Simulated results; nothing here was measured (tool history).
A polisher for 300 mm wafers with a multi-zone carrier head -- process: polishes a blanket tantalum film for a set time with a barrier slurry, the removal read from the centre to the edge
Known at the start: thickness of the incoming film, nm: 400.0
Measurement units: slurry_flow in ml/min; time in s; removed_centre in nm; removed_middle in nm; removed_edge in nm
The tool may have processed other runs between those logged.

{"run": 1, "day": 0.0, "slurry_flow": 155, "centre_zone": 1, "middle_zone": 1, "edge_zone": 1, "slurry_solids": 1, "time": 74, "removed_centre": 92.601, "removed_middle": 93.728, "removed_edge": 92.851}
{"run": 2, "day": 0.125, "slurry_flow": 155, "centre_zone": 0.96, "middle_zone": 1, "edge_zone": 1, "slurry_solids": 1, "time": 74, "removed_centre": 87.636, "removed_middle": 94.211, "removed_edge": 92.098}
{"run": 3, "day": 0.179, "slurry_flow": 140, "centre_zone": 0.96, "middle_zone": 1, "edge_zone": 1, "slurry_solids": 1, "time": 74, "removed_centre": 86.512, "removed_middle": 92.473, "removed_edge": 92.27}
{"run": 4, "day": 0.204, "slurry_flow": 145, "centre_zone": 0.98, "middle_zone": 1.03, "edge_zone": 1.04, "slurry_solids": 1.1, "time": 76, "removed_centre": 93.542, "removed_middle": 101.09, "removed_edge": 99.903}
{"run": 5, "day": 0.267, "slurry_flow": 145, "centre_zone": 0.98, "middle_zone": 0.98, "edge_zone": 1.04, "slurry_solids": 1.1, "time": 76, "removed_centre": 93.581, "removed_middle": 96.335, "removed_edge": 99.582}
{"run": 6, "day": 0.504, "slurry_flow": 155, "centre_zone": 1, "middle_zone": 1.02, "edge_zone": 1.07, "slurry_solids": 1.2, "time": 77, "removed_centre": 99.91, "removed_middle": 104.57, "removed_edge": 105.26}
{"run": 7, "day": 0.804, "slurry_flow": 160, "centre_zone": 1.01, "middle_zone": 1.05, "edge_zone": 1.09, "slurry_solids": 1.25, "time": 78, "removed_centre": 103.63, "removed_middle": 110.45, "removed_edge": 109.59}
{"run": 8, "day": 1.138, "slurry_flow": 170, "centre_zone": 1.02, "middle_zone": 1.07, "edge_zone": 1.11, "slurry_solids": 1.3, "time": 79, "removed_centre": 109.22, "removed_middle": 114.63, "removed_edge": 112.82}
{"run": 9, "day": 1.267, "slurry_flow": 175, "centre_zone": 1.02, "middle_zone": 1.09, "edge_zone": 1.12, "slurry_solids": 1.35, "time": 80, "removed_centre": 111.27, "removed_middle": 120.42, "removed_edge": 115.49}
{"run": 10, "day": 1.442, "slurry_flow": 175, "centre_zone": 1.02, "middle_zone": 1.09, "edge_zone": 1.12, "slurry_solids": 1.35, "time": 80, "removed_centre": 111.65, "removed_middle": 119.77, "removed_edge": 111.04}

Run 11 is up next; what results do you expect?
{"run": 11, "day": 1.729, "slurry_flow": 220, "centre_zone": 0.99, "middle_zone": 1.11, "edge_zone": 1.19, "slurry_solids": 1.5, "time": 84, "removed_centre": "?", "removed_middle": "?", "removed_edge": "?"}

Run 11 yielded removed_centre 119.61 nm, removed_middle 134.66 nm, removed_edge 126.21 nm.
